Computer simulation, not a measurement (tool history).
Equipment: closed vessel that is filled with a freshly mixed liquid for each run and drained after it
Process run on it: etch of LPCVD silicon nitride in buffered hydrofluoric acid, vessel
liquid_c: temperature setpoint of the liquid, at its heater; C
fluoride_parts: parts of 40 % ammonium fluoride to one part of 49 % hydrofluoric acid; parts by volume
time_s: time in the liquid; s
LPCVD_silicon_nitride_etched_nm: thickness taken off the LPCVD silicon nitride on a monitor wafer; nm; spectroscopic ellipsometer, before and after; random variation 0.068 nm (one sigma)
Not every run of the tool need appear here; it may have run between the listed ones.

| run | hour | liquid_c | fluoride_parts | time_s | LPCVD_silicon_nitride_etched_nm |
|---|---|---|---|---|---|
| 1 | 0 | 25 | 7 | 615 | 12.555 |
| 2 | 8.9 | 25.5 | 7 | 615 | 12.832 |
| 3 | 12.9 | 23 | 7 | 615 | 11.196 |
| 4 | 17.7 | 24 | 7 | 615 | 11.822 |
| 5 | 19.7 | 24 | 7 | 615 | 11.837 |
| 6 | 25.6 | 24 | 7 | 660 | 12.751 |
| 7 | 32.9 | 24.5 | 7 | 660 | 13.036 |
| 8 | 38.2 | 25 | 7 | 660 | 13.471 |
|  | 46.8 | thermometer replaced |
| 9 | 46.8 | 25.5 | 7 | 660 | 12.795 |
| 10 | 50.3 | 29.5 | 7 | 660 | 15.666 |

Expected results for the next run?
| 11 | 54.7 | 29 | 7 | 660 | ? |

{"run 11": {"LPCVD_silicon_nitride_etched_nm": 15.37}}

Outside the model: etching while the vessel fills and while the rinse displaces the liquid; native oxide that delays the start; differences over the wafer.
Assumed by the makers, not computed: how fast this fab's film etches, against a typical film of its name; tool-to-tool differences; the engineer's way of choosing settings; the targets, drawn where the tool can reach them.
